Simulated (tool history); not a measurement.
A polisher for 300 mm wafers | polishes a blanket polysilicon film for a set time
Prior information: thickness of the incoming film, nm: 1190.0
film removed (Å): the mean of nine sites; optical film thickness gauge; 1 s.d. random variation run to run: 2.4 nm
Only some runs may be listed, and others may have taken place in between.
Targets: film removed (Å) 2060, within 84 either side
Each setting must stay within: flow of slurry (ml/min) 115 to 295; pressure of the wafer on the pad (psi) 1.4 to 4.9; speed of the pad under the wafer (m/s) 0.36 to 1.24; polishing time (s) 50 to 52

| run | hour | flow of slurry (ml/min) | pressure of the wafer on the pad (psi) | speed of the pad under the wafer (m/s) | polishing time (s) | film removed (Å) |
|---|---|---|---|---|---|---|
| 1 | 0 | 190 | 3.1 | 0.8 | 50 | 3932.2 |
| 2 | 4.2 | 190 | 3.1 | 0.8 | 50 | 3958.8 |
| 3 | 5.9 | 190 | 3.1 | 0.94 | 50 | 4390.7 |
| 4 | 13.3 | 190 | 3.7 | 0.94 | 50 | 4865 |
| 5 | 20.7 | 220 | 3.7 | 0.94 | 50 | 5103.7 |
| 6 | 28.8 | 220 | 3.7 | 0.94 | 52 | 5369.5 |
| 7 | 33.5 | 220 | 3.7 | 0.94 | 52 | 5349.4 |
| 8 | 37.6 | 220 | 3.7 | 0.94 | 52 | 5335.4 |
| 9 | 40.9 | 215 | 3.3 | 0.84 | 52 | 4524.1 |
| 10 | 46.2 | 215 | 3 | 0.76 | 52 | 3883 |
| 11 | 55 | 215 | 2.8 | 0.7 | 52 | 3428.6 |
| 12 | 57.6 | 210 | 1.9 | 0.62 | 52 | 2496.3 |
| 13 | 61.4 | 210 | 1.8 | 0.6 | 52 | 2274.8 |
| 14 | 66 | 210 | 1.7 | 0.6 | 52 | 2194.9 |

Next run, 4 choices. One meets every target within its allowed miss, the rest don't. Which?
| A | 70.6 | 190 | 2 | 0.64 | 50 | ? |
| B | 70.6 | 200 | 1.4 | 0.68 | 50 | ? |
| C | 70.6 | 235 | 2 | 0.54 | 52 | ? |
| D | 70.6 | 260 | 2 | 0.62 | 52 | ? |

| move | film removed (Å) |
|---|---|
| A | 2443.4 |
| B | 2061.7 |
| C | 2336.3 |
| D | 2590.1 |
A: moves away from the targets compared with the last run
B: every result within its allowed miss
C: moves away from the targets compared with the last run
D: moves away from the targets compared with the last run
So the answer is move B, the one that meets all the targets.

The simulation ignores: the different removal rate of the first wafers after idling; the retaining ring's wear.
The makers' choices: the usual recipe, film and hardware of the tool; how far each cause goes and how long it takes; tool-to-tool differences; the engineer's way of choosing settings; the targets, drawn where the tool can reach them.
